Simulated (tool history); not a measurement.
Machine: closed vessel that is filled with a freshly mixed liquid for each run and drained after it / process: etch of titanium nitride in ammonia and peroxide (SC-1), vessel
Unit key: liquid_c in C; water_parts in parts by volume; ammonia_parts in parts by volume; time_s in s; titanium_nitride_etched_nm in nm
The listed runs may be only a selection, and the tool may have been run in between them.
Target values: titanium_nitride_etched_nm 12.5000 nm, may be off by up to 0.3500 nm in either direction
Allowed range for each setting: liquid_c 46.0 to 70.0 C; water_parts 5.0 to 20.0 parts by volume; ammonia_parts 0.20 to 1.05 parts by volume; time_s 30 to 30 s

| run | hour | liquid_c | water_parts | ammonia_parts | time_s | titanium_nitride_etched_nm |
|---|---|---|---|---|---|---|
| 1 | 0.0 | 62.0 | 11.0 | 0.55 | 30 | 6.9528 |
| 2 | 9.0 | 63.0 | 11.0 | 0.55 | 30 | 7.3532 |
| 3 | 10.0 | 63.0 | 11.0 | 0.65 | 30 | 7.6488 |
| 4 | 12.8 | 63.0 | 11.0 | 0.45 | 30 | 7.2523 |
| 5 | 20.0 | 66.5 | 11.0 | 0.45 | 30 | 8.9178 |
| 6 | 27.5 | 64.0 | 11.0 | 0.45 | 30 | 7.6139 |
| 7 | 36.1 | 65.0 | 10.5 | 0.45 | 30 | 8.3845 |
| 8 | 43.0 | 65.5 | 10.5 | 0.45 | 30 | 8.5786 |
| 9 | 43.7 | 66.0 | 10.0 | 0.45 | 30 | 9.0334 |
| 10 | 49.6 | 66.5 | 10.0 | 0.45 | 30 | 9.3810 |
| 11 | 51.1 | 67.0 | 10.0 | 0.45 | 30 | 9.7415 |

Consider the 4 candidate settings below. Which is the only one whose results all fall within their allowed miss of target?
| A | 52.6 | 64.5 | 9.5 | 0.40 | 30 | ? |
| B | 52.6 | 62.0 | 12.5 | 0.55 | 30 | ? |
| C | 52.6 | 66.5 | 7.0 | 0.80 | 30 | ? |
| D | 52.6 | 67.5 | 8.5 | 0.55 | 30 | ? |

| move | titanium_nitride_etched_nm |
|---|---|
| A | 8.3941 |
| B | 6.5424 |
| C | 12.4830 |
| D | 11.3670 |
A: the biggest miss grows against the last run
B: the biggest miss grows against the last run
C: every result within its allowed miss
D: nearer the targets than the last run, but a result is still out of spec
Move C is the one to make.

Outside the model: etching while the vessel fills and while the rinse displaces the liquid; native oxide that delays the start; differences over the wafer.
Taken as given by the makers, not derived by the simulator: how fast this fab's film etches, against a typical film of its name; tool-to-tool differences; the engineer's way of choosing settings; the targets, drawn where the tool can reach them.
